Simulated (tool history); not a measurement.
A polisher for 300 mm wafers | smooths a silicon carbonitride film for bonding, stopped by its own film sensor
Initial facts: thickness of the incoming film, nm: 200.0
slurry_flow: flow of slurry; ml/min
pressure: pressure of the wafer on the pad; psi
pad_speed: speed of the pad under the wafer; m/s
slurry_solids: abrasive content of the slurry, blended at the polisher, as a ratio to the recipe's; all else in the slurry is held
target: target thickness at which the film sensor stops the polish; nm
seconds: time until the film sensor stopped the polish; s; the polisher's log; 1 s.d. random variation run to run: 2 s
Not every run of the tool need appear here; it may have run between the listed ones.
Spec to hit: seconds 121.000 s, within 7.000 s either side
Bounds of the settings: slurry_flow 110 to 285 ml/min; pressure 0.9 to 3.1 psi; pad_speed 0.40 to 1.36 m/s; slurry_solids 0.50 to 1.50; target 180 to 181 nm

{"run": 1, "day": 0.0, "slurry_flow": 180, "pressure": 2.0, "pad_speed": 0.88, "slurry_solids": 1.0, "target": 181, "seconds": 83.093}
{"run": 2, "day": 0.1, "slurry_flow": 180, "pressure": 2.0, "pad_speed": 0.88, "slurry_solids": 1.0, "target": 180, "seconds": 87.73}
{"run": 3, "day": 0.471, "slurry_flow": 180, "pressure": 1.9, "pad_speed": 0.88, "slurry_solids": 1.0, "target": 180, "seconds": 93.781}
{"run": 4, "day": 0.829, "slurry_flow": 135, "pressure": 1.9, "pad_speed": 0.88, "slurry_solids": 1.0, "target": 180, "seconds": 94.885}
{"run": 5, "day": 1.2, "slurry_flow": 135, "pressure": 1.9, "pad_speed": 0.88, "slurry_solids": 0.9, "target": 180, "seconds": 98.228}
{"run": 6, "day": 1.338, "slurry_flow": 135, "pressure": 2.3, "pad_speed": 0.88, "slurry_solids": 0.9, "target": 180, "seconds": 85.05}
{"run": 7, "day": 1.696, "slurry_flow": 135, "pressure": 2.2, "pad_speed": 0.88, "slurry_solids": 0.9, "target": 180, "seconds": 87.136}
{"run": 8, "day": 1.871, "slurry_flow": 135, "pressure": 2.1, "pad_speed": 0.88, "slurry_solids": 0.9, "target": 180, "seconds": 89.943}

Which one of the following 5 next-run settings gets every result inside its allowed miss? There is exactly one.
{"run": "A", "day": 2.046, "slurry_flow": 175, "pressure": 2.0, "pad_speed": 0.54, "slurry_solids": 0.85, "target": 180, "seconds": "?"}
{"run": "B", "day": 2.046, "slurry_flow": 135, "pressure": 2.0, "pad_speed": 0.88, "slurry_solids": 0.65, "target": 180, "seconds": "?"}
{"run": "C", "day": 2.046, "slurry_flow": 110, "pressure": 1.4, "pad_speed": 0.74, "slurry_solids": 0.9, "target": 180, "seconds": "?"}
{"run": "D", "day": 2.046, "slurry_flow": 155, "pressure": 2.0, "pad_speed": 0.66, "slurry_solids": 1.0, "target": 180, "seconds": "?"}
{"run": "E", "day": 2.046, "slurry_flow": 130, "pressure": 2.1, "pad_speed": 0.96, "slurry_solids": 0.95, "target": 181, "seconds": "?"}

move=A seconds=114.890
move=B seconds=100.910
move=C seconds=130.420
move=D seconds=101.050
move=E seconds=79.265
A: in spec on every target
B: an improvement on the last run, though not all results are within tolerance
C: takes the biggest miss from the last run beyond its target
D: an improvement on the last run, though not all results are within tolerance
E: moves away from the targets compared with the last run
A meets every target.
